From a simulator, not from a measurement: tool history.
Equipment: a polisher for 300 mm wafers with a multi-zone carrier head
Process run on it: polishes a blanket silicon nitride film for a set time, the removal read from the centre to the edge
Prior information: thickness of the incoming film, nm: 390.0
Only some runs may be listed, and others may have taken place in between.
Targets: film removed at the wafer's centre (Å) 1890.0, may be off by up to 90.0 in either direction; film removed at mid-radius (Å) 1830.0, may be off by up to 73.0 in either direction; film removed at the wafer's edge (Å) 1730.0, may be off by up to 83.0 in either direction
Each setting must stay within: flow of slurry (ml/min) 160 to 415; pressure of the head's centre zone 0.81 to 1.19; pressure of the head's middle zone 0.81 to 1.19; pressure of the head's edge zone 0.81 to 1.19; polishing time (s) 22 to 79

run	day	flow of slurry (ml/min)	pressure of the head's centre zone	pressure of the head's middle zone	pressure of the head's edge zone	polishing time (s)	film removed at the wafer's centre (Å)	film removed at mid-radius (Å)	film removed at the wafer's edge (Å)
1	0.000	265	1.00	1.00	1.00	50	1291.1	1252.8	1197.1
2	0.092	265	1.00	0.96	1.00	50	1284.3	1193.2	1189.6
3	0.183	265	1.01	0.98	1.02	53	1361.4	1337.2	1291.9
4	0.350	270	1.04	0.98	1.04	55	1423.5	1361.5	1330.8
5	0.675	270	1.05	0.98	1.04	57	1522.7	1398.7	1384.6
6	0.717	270	1.05	0.98	0.99	57	1537.2	1429.8	1328.7
7	0.942	270	1.06	0.99	1.01	59	1619.0	1448.7	1399.5
8	1.000	270	1.06	1.01	1.02	60	1633.1	1500.8	1439.3
9	1.167	275	1.06	1.02	1.03	61	1664.4	1545.1	1492.3
# day 1.333: edge zone pressure recalibrated
10	1.333	275	1.06	1.04	1.03	62	1670.6	1577.2	1552.2
11	1.375	275	1.06	1.05	1.02	63	1675.6	1659.0	1556.4
12	1.467	275	1.07	1.06	1.03	64	1782.3	1673.9	1601.5
13	1.612	275	1.07	1.07	1.03	64	1741.1	1676.1	1606.4
14	1.946	280	1.07	1.08	1.03	65	1814.1	1723.9	1643.0
15	2.083	285	1.07	1.09	1.03	65	1795.2	1763.8	1672.0
16	2.171	285	1.07	1.09	1.03	65	1773.6	1730.4	1627.3

Of the 4 settings listed for the next run, only one would bring every result within its allowed miss of target. Which one?
A	2.258	350	0.96	1.19	0.85	66	?	?	?
B	2.258	320	1.17	1.04	1.04	62	?	?	?
C	2.258	290	1.05	1.06	1.01	70	?	?	?
D	2.258	300	0.97	1.09	0.84	67	?	?	?

move	film removed at the wafer's centre (Å)	film removed at mid-radius (Å)	film removed at the wafer's edge (Å)
A	1648.3	1959.2	1557.0
B	1872.8	1638.3	1601.7
C	1878.5	1862.8	1770.5
D	1665.9	1829.7	1558.7
A: carries the result that was furthest off beyond its target, to the other side
B: further off than the last run
C: meets every target
D: meets the target for the result that was furthest off, but another lies outside its allowed miss
C is the move that brings every result within its allowed miss.
